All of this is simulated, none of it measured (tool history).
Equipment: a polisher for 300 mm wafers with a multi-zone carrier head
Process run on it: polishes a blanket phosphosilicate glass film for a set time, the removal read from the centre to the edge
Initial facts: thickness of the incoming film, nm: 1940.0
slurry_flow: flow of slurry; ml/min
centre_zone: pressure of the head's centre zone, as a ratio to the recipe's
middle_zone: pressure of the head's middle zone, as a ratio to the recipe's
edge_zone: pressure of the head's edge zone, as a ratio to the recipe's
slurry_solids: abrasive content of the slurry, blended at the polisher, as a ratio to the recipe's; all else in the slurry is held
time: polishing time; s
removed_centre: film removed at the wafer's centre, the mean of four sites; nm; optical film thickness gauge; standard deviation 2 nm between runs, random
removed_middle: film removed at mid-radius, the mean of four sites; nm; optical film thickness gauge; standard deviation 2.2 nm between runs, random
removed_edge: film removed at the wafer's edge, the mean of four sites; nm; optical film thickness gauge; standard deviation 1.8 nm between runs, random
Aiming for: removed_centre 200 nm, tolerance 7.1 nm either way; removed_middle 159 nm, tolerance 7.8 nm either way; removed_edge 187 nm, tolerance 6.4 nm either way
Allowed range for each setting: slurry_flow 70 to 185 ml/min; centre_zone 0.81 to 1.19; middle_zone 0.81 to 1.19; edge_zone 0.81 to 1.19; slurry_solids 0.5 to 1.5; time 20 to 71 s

run	hour	slurry_flow	centre_zone	middle_zone	edge_zone	slurry_solids	time	removed_centre	removed_middle	removed_edge
1	0	120	1	1	1	1	45	363.2	362.23	368.66
2	6.1	115	1.01	0.96	0.99	0.9	41	311.1	297.81	312.53
3	11	115	1.01	0.96	0.99	0.9	30	227.63	213.68	228.18
4	11.9	115	1.01	1.04	0.99	0.9	30	228.96	232.07	229.42
5	20.5	110	1.02	1	0.98	0.85	30	217	216.38	221.41
6	29.2	105	1.05	0.96	0.96	0.8	30	216.53	195.4	210.06
7	37.3	105	1.05	0.96	0.96	0.8	30	214.57	201.71	206.07
8	41.3	100	1.06	0.93	0.97	0.8	30	210.61	191.05	210.28

4 next moves are on the table. One of them brings every result within its allowed miss. Which?
A	45.3	100	1.13	0.87	1.01	0.75	27	?	?	?
B	45.3	90	1.01	0.97	1	0.7	29	?	?	?
C	45.3	100	1.11	0.96	0.98	0.8	27	?	?	?
D	45.3	110	1.12	0.87	0.84	0.8	26	?	?	?

move	removed_centre	removed_middle	removed_edge
A	198.15	154.3	184.54
B	181.26	169.83	185.99
C	202.38	173.45	188.12
D	201.52	157.55	171.65
A: all results land within tolerance of their targets
B: gains on the last run, yet a result remains outside its allowed miss
C: gains on the last run, yet a result remains outside its allowed miss
D: brings the result that was furthest off to its target, and leaves another outside
Go with A: it meets all targets.

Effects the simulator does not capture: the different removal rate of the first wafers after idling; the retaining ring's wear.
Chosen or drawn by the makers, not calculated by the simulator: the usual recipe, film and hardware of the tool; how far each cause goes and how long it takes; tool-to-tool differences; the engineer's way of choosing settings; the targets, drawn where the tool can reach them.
